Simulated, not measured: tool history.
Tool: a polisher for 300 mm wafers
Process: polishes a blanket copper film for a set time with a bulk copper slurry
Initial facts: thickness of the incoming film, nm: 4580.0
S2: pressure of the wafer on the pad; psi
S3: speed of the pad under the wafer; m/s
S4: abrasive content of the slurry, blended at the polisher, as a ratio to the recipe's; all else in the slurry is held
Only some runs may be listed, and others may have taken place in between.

run 1 day=0 | flow_of_slurry_(ml/min)=185 S2=2.8 S3=1 S4=1 polishing_time_(s)=26 | film_removed_(nm)=206.1
run 2 day=0.233 | flow_of_slurry_(ml/min)=175 S2=2.6 S3=1 S4=1 polishing_time_(s)=26 | film_removed_(nm)=192.94
run 3 day=0.558 | flow_of_slurry_(ml/min)=210 S2=2.6 S3=1 S4=1 polishing_time_(s)=26 | film_removed_(nm)=198.23
run 4 day=0.638 | flow_of_slurry_(ml/min)=195 S2=2.4 S3=1 S4=1 polishing_time_(s)=26 | film_removed_(nm)=179.75
run 5 day=0.917 | flow_of_slurry_(ml/min)=185 S2=2.3 S3=1 S4=1 polishing_time_(s)=26 | film_removed_(nm)=170.87
run 6 day=1.067 | flow_of_slurry_(ml/min)=185 S2=3 S3=1 S4=1 polishing_time_(s)=26 | film_removed_(nm)=223.95
run 7 day=1.183 | flow_of_slurry_(ml/min)=175 S2=2.7 S3=1 S4=1 polishing_time_(s)=26 | film_removed_(nm)=197.44
run 8 day=1.504 | flow_of_slurry_(ml/min)=165 S2=2.5 S3=1 S4=1 polishing_time_(s)=26 | film_removed_(nm)=181.53
run 9 day=1.879 | flow_of_slurry_(ml/min)=155 S2=2.4 S3=1 S4=1 polishing_time_(s)=26 | film_removed_(nm)=171.81
run 10 day=2.012 | flow_of_slurry_(ml/min)=145 S2=2.3 S3=1 S4=1 polishing_time_(s)=26 | film_removed_(nm)=165.55
run 11 day=2.267 | flow_of_slurry_(ml/min)=140 S2=2.3 S3=1 S4=1 polishing_time_(s)=26 | film_removed_(nm)=161.93
run 12 day=2.325 | flow_of_slurry_(ml/min)=135 S2=2.3 S3=1 S4=1 polishing_time_(s)=26 | film_removed_(nm)=163.28
run 13 day=2.367 | flow_of_slurry_(ml/min)=135 S2=2.3 S3=1 S4=1 polishing_time_(s)=26 | film_removed_(nm)=162.28

Forecast run 14:
run 14 day=2.442 | flow_of_slurry_(ml/min)=130 S2=2.3 S3=1 S4=1 polishing_time_(s)=26 | film_removed_(nm)=?

{"run 14": {"film removed (nm)": 160.26}}
